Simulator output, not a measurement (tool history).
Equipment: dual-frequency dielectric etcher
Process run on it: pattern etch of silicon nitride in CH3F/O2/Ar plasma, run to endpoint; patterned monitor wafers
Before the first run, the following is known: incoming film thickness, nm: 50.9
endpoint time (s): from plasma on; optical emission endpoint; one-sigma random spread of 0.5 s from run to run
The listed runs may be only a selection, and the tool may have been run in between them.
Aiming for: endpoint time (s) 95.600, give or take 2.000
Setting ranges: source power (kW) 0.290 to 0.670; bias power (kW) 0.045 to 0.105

Run 1, hour 0.0: source power (kW) 0.480, bias power (kW) 0.075. Result: endpoint time (s) 66.027.
Run 2, hour 3.8: source power (kW) 0.560, bias power (kW) 0.075. Result: endpoint time (s) 60.116.
Run 3, hour 9.6: source power (kW) 0.500, bias power (kW) 0.069. Result: endpoint time (s) 66.443.
Run 4, hour 11.9: source power (kW) 0.460, bias power (kW) 0.069. Result: endpoint time (s) 69.267.
Run 5, hour 19.7: source power (kW) 0.460, bias power (kW) 0.075. Result: endpoint time (s) 68.147.
Run 6, hour 21.0: source power (kW) 0.460, bias power (kW) 0.065. Result: endpoint time (s) 71.317.
Run 7, hour 29.9: source power (kW) 0.430, bias power (kW) 0.061. Result: endpoint time (s) 75.956.
Run 8, hour 35.6: source power (kW) 0.400, bias power (kW) 0.059. Result: endpoint time (s) 80.888.
Run 9, hour 40.3: source power (kW) 0.380, bias power (kW) 0.058. Result: endpoint time (s) 83.597.
Run 10, hour 48.9: source power (kW) 0.290, bias power (kW) 0.047. Result: endpoint time (s) 114.140.
Run 11, hour 51.9: source power (kW) 0.310, bias power (kW) 0.047. Result: endpoint time (s) 106.070.
Run 12, hour 59.0: source power (kW) 0.380, bias power (kW) 0.048. Result: endpoint time (s) 88.999.
Run 13, hour 60.0: source power (kW) 0.340, bias power (kW) 0.048. Result: endpoint time (s) 98.406.

Exactly one of the 5 candidate moves below puts every result within its allowed miss. Which one?
Run A, hour 61.0: source power (kW) 0.350, bias power (kW) 0.047. Result: endpoint time (s) ?.
Run B, hour 61.0: source power (kW) 0.330, bias power (kW) 0.045. Result: endpoint time (s) ?.
Run C, hour 61.0: source power (kW) 0.320, bias power (kW) 0.045. Result: endpoint time (s) ?.
Run D, hour 61.0: source power (kW) 0.330, bias power (kW) 0.049. Result: endpoint time (s) ?.
Run E, hour 61.0: source power (kW) 0.340, bias power (kW) 0.045. Result: endpoint time (s) ?.

move  endpoint time (s)
   A             96.105
   B            102.410
   C            105.200
   D             99.439
   E             99.874
A: every result within its allowed miss
B: misses by more than the last run did
C: misses by more than the last run did
D: misses by more than the last run did
E: misses by more than the last run did
Answer: A

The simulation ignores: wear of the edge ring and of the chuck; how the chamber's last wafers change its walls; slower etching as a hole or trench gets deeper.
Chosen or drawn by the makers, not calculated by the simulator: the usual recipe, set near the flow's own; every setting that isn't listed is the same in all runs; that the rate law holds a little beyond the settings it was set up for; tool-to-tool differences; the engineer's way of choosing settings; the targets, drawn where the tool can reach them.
